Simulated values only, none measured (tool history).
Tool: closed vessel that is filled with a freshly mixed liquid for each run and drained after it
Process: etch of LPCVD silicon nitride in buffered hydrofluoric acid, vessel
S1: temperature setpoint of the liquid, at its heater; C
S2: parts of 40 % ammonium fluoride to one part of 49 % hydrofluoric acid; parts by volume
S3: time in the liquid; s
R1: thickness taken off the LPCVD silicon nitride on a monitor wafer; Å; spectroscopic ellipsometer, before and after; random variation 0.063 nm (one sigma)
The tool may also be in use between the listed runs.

run    day    S1    S2    S3      R1
  1  0.000  21.0  20.0  2985  209.12
  2  0.254  20.5  20.0  2985  205.04
  3  0.338  20.5  15.0  2985  269.59
  4  0.575  20.0  15.5  2985  255.91
  5  0.638  19.5  16.0  2985  240.11
  6  0.967  19.5  16.0  2985  240.47

Forecast run 7:
  7  1.267  17.0  22.5  2985   ?

{"run 7": {"R1": 155.29}}

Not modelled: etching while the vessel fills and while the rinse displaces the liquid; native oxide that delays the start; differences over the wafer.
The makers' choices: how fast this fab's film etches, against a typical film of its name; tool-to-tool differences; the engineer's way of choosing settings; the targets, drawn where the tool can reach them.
